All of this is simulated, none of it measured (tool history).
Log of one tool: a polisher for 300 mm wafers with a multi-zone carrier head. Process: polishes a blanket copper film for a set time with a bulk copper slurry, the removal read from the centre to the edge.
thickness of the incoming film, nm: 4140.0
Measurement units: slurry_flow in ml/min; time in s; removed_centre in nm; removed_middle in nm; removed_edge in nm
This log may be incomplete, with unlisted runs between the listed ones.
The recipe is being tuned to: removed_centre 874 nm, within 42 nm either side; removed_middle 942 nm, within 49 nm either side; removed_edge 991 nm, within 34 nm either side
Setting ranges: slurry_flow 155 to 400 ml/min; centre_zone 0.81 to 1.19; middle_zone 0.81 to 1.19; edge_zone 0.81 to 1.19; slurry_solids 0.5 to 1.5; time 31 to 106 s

run	hour	slurry_flow	centre_zone	middle_zone	edge_zone	slurry_solids	time	removed_centre	removed_middle	removed_edge
1	0	255	1	1	1	1	68	835.07	799.93	880.67
2	1.8	260	0.99	1.03	1.02	1.05	68	826.96	820.66	898.77
3	7.1	260	0.99	1.03	1.02	0.9	68	796.36	801.98	859.07
4	10.6	265	0.99	1.06	1.04	1	69	839.7	882.46	916.88
5	16.1	265	0.99	1.06	1.04	1.15	69	850.53	886.77	941.79
6	19.5	270	0.99	1.07	1.05	1.15	69	861.98	890.56	948.09
7	22.4	270	0.99	1.07	1.05	1.15	69	879.74	895.86	960.17
8	25.6	270	0.98	1.08	1.06	1.15	69	878.31	896.56	949.74

Next run, 4 choices. One meets every target within its allowed miss, the rest don't. Which?
A	28.8	305	1.05	1.09	1.06	1.05	67	?	?	?
B	28.8	315	1.01	1.11	0.99	1.25	66	?	?	?
C	28.8	220	1	0.99	1.11	1.2	72	?	?	?
D	28.8	215	0.98	1.05	1.01	1.1	75	?	?	?

move	removed_centre	removed_middle	removed_edge
A	878.3	869.55	926.16
B	874.18	913.99	925.78
C	889.75	857.11	1025.1
D	884.63	914.35	992.55
A: its largest miss is bigger than the last run's
B: its largest miss is bigger than the last run's
C: carries the result that was furthest off beyond its target, to the other side
D: each result inside its tolerance
Go with D: it meets all targets.
